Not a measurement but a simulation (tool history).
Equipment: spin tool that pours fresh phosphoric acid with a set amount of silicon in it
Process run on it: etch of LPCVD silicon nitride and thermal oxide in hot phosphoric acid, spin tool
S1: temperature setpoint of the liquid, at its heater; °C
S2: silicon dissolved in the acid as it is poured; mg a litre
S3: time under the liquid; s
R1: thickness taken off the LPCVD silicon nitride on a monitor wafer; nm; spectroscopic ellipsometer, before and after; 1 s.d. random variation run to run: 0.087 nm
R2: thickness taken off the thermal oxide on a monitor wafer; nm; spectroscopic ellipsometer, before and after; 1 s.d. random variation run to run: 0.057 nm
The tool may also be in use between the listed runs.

run 1 hour=0 | S1=163 S2=19.5 S3=180 | R1=13.956 R2=0.37281
run 2 hour=1 | S1=164 S2=19.5 S3=180 | R1=14.437 R2=0.32866
run 3 hour=4.3 | S1=164 S2=19.5 S3=245 | R1=19.5 R2=0.48415
run 4 hour=10.8 | S1=166 S2=19.5 S3=245 | R1=20.858 R2=0.45392
run 5 hour=17.3 | S1=165.5 S2=18.5 S3=245 | R1=20.699 R2=0.65073
run 6 hour=20.6 | S1=165 S2=18.5 S3=245 | R1=20.317 R2=0.50214

Run 7 comes next. What will it give?
run 7 hour=22.9 | S1=164.5 S2=17.5 S3=245 | R1=? R2=?

Run 7 yielded R1 19.871 nm, R2 0.52795 nm.

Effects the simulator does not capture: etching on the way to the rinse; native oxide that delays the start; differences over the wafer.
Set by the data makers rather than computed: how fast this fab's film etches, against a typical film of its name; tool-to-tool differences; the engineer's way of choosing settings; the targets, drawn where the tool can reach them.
